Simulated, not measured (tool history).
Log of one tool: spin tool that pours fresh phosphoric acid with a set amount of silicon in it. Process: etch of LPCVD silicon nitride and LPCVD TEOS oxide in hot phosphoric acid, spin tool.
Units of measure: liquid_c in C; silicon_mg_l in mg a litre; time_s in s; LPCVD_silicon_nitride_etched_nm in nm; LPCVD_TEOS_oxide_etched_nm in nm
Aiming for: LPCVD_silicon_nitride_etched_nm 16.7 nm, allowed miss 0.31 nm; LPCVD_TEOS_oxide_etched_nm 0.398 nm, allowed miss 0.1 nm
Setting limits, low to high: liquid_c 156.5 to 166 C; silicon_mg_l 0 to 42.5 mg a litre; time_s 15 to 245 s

run,hour,liquid_c,silicon_mg_l,time_s,LPCVD_silicon_nitride_etched_nm,LPCVD_TEOS_oxide_etched_nm
1,0,161,18.5,125,11.476,0.36808
2,8.8,161,27.5,125,11.447,0.24764
3,9.4,162.5,27.5,125,12.062,0.23129
4,17.5,163,25.5,130,12.603,0.36001
5,18.3,165,25.5,130,13.657,0.43783
6,26.7,165,27,135,14,0.36997
7,28.9,165,27.5,140,14.838,0.33854
8,35.2,165.5,27,145,15.319,0.42195
9,36.7,165.5,27.5,145,15.493,0.36614
10,41.9,166,27,150,16.152,0.40194

Next run, 5 choices. One meets every target within its allowed miss, the rest don't. Which?
A,47.1,166,31.5,155,?,?
B,47.1,166,32.5,145,?,?
C,47.1,165,20.5,165,?,?
D,47.1,165.5,34,150,?,?
E,47.1,164.5,29.5,155,?,?

move,LPCVD_silicon_nitride_etched_nm,LPCVD_TEOS_oxide_etched_nm
A,16.8,0.3419
B,15.716,0.30623
C,17.308,0.49708
D,15.994,0.2852
E,15.994,0.33285
A: in spec on every target
B: misses by more than the last run did
C: moves the result that the last run missed by most past its target, out the other side
D: misses by more than the last run did
E: misses by more than the last run did
Go with A: it meets all targets.
